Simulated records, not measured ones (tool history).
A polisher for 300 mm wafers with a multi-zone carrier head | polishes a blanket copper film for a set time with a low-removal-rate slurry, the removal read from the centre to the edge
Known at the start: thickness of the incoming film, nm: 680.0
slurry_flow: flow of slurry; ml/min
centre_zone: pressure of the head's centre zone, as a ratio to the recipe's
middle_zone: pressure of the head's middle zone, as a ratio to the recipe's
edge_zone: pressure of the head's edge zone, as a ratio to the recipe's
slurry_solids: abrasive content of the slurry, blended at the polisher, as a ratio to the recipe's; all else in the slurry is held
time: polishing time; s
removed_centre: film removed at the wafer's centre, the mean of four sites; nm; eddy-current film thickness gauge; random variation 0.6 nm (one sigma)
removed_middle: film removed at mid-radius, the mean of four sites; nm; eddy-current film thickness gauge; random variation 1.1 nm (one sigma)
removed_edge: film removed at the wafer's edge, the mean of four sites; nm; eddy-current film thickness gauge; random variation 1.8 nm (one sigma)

run  hour  slurry_flow  centre_zone  middle_zone  edge_zone  slurry_solids  time  removed_centre  removed_middle  removed_edge
  1   0.0          225         1.00         1.00       1.00           1.00    36          167.53          165.90        170.87
  2   6.2          225         1.00         1.00       1.00           1.00    32          148.37          150.37        152.25
  3  13.2          225         1.00         1.00       1.00           0.90    32          144.55          146.46        150.99
  4  16.8          225         1.00         1.00       1.04           0.90    32          145.10          143.93        153.80
  5  25.7          225         1.08         1.00       1.04           0.90    32          154.55          144.84        151.04
  6  31.2          255         1.08         1.00       1.04           0.90    32          158.00          148.20        154.71
  7  38.4          190         0.98         0.90       0.98           0.65    29          116.35          110.98        121.33
  8  46.9          185         0.96         0.89       0.99           0.65    29          113.81          108.22        123.44
  9  48.7          180         0.94         0.89       0.99           0.65    29          110.20          106.85        123.47

Forecast run 10:
 10  55.1          180         0.94         0.89       0.99           0.65    29               ?               ?             ?

{"run 10": {"removed_centre": 110.62, "removed_middle": 109.26, "removed_edge": 121.68}}
